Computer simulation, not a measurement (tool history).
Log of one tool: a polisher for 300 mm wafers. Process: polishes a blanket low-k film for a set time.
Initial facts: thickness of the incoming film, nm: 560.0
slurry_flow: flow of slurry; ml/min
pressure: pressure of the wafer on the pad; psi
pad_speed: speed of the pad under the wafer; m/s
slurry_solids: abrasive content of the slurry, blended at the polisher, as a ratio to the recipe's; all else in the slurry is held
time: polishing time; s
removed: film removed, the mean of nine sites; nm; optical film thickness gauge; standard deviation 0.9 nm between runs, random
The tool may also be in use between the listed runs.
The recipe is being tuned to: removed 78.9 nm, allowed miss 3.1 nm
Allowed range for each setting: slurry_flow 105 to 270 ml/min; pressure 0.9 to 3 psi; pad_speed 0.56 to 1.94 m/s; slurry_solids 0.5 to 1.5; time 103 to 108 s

run	day	slurry_flow	pressure	pad_speed	slurry_solids	time	removed
1	0	175	1.9	1.24	1	103	47.391
2	0.129	175	2	1.24	1	103	50.491
3	0.325	175	1.6	1.24	1	103	42.227
4	0.604	175	1.6	1.38	1	103	45.598
5	0.817	175	1.6	1.38	1.2	103	51.104
6	0.888	175	1.7	1.38	1.2	103	51.987
7	1.029	175	1.7	1.38	1.2	103	53.884
8	1.242	175	1.8	1.38	1.2	103	55.055
9	1.308	175	1.9	1.38	1.2	103	57.414
10	1.596	175	2	1.38	1.2	103	59.506
11	1.729	175	2.1	1.38	1.2	103	61.683
12	1.917	175	2.2	1.38	1.2	103	65.306
13	1.979	175	2.3	1.38	1.2	103	65.538
14	2.175	175	2.4	1.38	1.2	103	69.178

Which of these 4 next moves meets every target?
A	2.371	165	2.4	1.56	1.15	108	?
B	2.371	185	2.6	1.26	1.2	106	?
C	2.371	165	2.6	1.44	1	108	?
D	2.371	140	2.6	1.64	1.25	106	?

move	removed
A	77.361
B	71.117
C	72.025
D	85.084
A: meets every target
B: gains on the last run, yet a result remains outside its allowed miss
C: gains on the last run, yet a result remains outside its allowed miss
D: the result that was furthest off in the last run now lies on the other side of its target
So the answer is move A, the one that meets all the targets.
